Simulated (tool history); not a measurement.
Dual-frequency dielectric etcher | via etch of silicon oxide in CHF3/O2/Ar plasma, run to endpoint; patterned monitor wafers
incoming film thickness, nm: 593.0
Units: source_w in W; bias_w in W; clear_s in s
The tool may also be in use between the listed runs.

{"run": 1, "hour": 0.0, "source_w": 470, "bias_w": 134, "clear_s": 397.53}
{"run": 2, "hour": 4.4, "source_w": 460, "bias_w": 133, "clear_s": 402.25}
{"run": 3, "hour": 5.7, "source_w": 450, "bias_w": 132, "clear_s": 402.79}
{"run": 4, "hour": 12.9, "source_w": 520, "bias_w": 132, "clear_s": 384.04}
{"run": 5, "hour": 18.0, "source_w": 500, "bias_w": 131, "clear_s": 389.61}
{"run": 6, "hour": 21.6, "source_w": 480, "bias_w": 130, "clear_s": 397.59}
{"run": 7, "hour": 24.3, "source_w": 470, "bias_w": 129, "clear_s": 407.85}
{"run": 8, "hour": 25.1, "source_w": 460, "bias_w": 129, "clear_s": 411.09}
{"run": 9, "hour": 27.7, "source_w": 450, "bias_w": 129, "clear_s": 406.26}
{"run": 10, "hour": 34.2, "source_w": 440, "bias_w": 128, "clear_s": 410.12}

Forecast run 11:
{"run": 11, "hour": 37.7, "source_w": 430, "bias_w": 127, "clear_s": "?"}

Run 11 gave clear_s 413.51 s.
